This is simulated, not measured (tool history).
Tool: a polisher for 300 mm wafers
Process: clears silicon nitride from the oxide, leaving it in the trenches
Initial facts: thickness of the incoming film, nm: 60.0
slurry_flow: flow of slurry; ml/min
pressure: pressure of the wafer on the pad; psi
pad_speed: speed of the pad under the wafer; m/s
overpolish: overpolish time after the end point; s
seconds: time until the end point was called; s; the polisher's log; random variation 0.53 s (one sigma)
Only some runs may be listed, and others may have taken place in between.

run 1 hour=0 | slurry_flow=135 pressure=3.4 pad_speed=0.76 overpolish=27 | seconds=87.377
run 2 hour=8.2 | slurry_flow=140 pressure=3.5 pad_speed=0.76 overpolish=27 | seconds=82.178
run 3 hour=9.1 | slurry_flow=140 pressure=3.5 pad_speed=0.62 overpolish=27 | seconds=101.77
run 4 hour=13.7 | slurry_flow=145 pressure=3.6 pad_speed=0.62 overpolish=27 | seconds=99.429
run 5 hour=16.9 | slurry_flow=145 pressure=3.6 pad_speed=0.44 overpolish=27 | seconds=136.84
run 6 hour=21 | slurry_flow=150 pressure=3.8 pad_speed=0.46 overpolish=27 | seconds=122.24
run 7 hour=25 | slurry_flow=155 pressure=4 pad_speed=0.48 overpolish=27 | seconds=111.87
run 8 hour=29.4 | slurry_flow=180 pressure=5 pad_speed=0.6 overpolish=27 | seconds=71.431

Estimate the outcome of run 9 from the log above:
run 9 hour=34.3 | slurry_flow=180 pressure=5.2 pad_speed=0.6 overpolish=27 | seconds=?

seconds: 67.639 s
